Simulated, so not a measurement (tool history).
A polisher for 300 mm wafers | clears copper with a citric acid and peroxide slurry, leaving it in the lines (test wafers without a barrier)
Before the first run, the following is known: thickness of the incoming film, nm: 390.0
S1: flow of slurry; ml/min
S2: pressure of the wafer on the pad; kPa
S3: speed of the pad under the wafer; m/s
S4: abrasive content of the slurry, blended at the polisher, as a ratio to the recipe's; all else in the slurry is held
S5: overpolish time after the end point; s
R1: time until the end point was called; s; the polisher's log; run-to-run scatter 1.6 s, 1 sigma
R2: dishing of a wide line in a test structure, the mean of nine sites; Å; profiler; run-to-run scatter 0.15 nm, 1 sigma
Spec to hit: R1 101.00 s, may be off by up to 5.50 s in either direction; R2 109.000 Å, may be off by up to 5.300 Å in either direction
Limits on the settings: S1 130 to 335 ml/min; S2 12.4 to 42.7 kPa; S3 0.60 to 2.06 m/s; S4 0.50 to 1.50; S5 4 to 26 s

Run 1, hour 0.0: S1 215 ml/min, S2 27.6 kPa, S3 1.32 m/s, S4 1.00, S5 13 s. Result: R1 103.40 s, R2 260.910 Å.
Run 2, hour 7.5: S1 215 ml/min, S2 27.6 kPa, S3 1.32 m/s, S4 1.00, S5 16 s. Result: R1 101.80 s, R2 282.620 Å.
Run 3, hour 14.9: S1 215 ml/min, S2 23.4 kPa, S3 1.44 m/s, S4 1.00, S5 13 s. Result: R1 109.84 s, R2 248.710 Å.
Run 4, hour 23.8: S1 215 ml/min, S2 23.4 kPa, S3 1.22 m/s, S4 1.00, S5 13 s. Result: R1 125.30 s, R2 225.330 Å.
Run 5, hour 31.1: S1 165 ml/min, S2 23.4 kPa, S3 1.22 m/s, S4 1.00, S5 13 s. Result: R1 136.28 s, R2 214.850 Å.
Run 6, hour 35.9: S1 195 ml/min, S2 24.8 kPa, S3 1.04 m/s, S4 1.15, S5 10 s. Result: R1 137.93 s, R2 171.120 Å.
At hour 42.3: slurry nozzle cleaned.
Run 7, hour 42.3: S1 225 ml/min, S2 27.6 kPa, S3 0.92 m/s, S4 1.25, S5 8 s. Result: R1 133.43 s, R2 152.450 Å.
Run 8, hour 49.1: S1 285 ml/min, S2 35.2 kPa, S3 0.60 m/s, S4 1.50, S5 4 s. Result: R1 149.44 s, R2 79.263 Å.

Exercise: of the 4 proposed moves below, exactly one satisfies all targets within the stated allowed misses. Which move is it?
Run A, hour 55.9: S1 330 ml/min, S2 20.7 kPa, S3 0.60 m/s, S4 1.45, S5 9 s. Result: R1 ?, R2 ?.
Run B, hour 55.9: S1 240 ml/min, S2 24.1 kPa, S3 0.60 m/s, S4 1.40, S5 12 s. Result: R1 ?, R2 ?.
Run C, hour 55.9: S1 280 ml/min, S2 36.5 kPa, S3 0.86 m/s, S4 1.50, S5 4 s. Result: R1 ?, R2 ?.
Run D, hour 55.9: S1 275 ml/min, S2 21.4 kPa, S3 0.60 m/s, S4 1.45, S5 8 s. Result: R1 ?, R2 ?.

move      R1       R2
   A  241.03   99.600
   B  216.54  138.370
   C  100.33  105.690
   D  237.72   91.060
A: the biggest miss grows against the last run
B: the biggest miss grows against the last run
C: meets every target
D: the biggest miss grows against the last run
The right move is C.
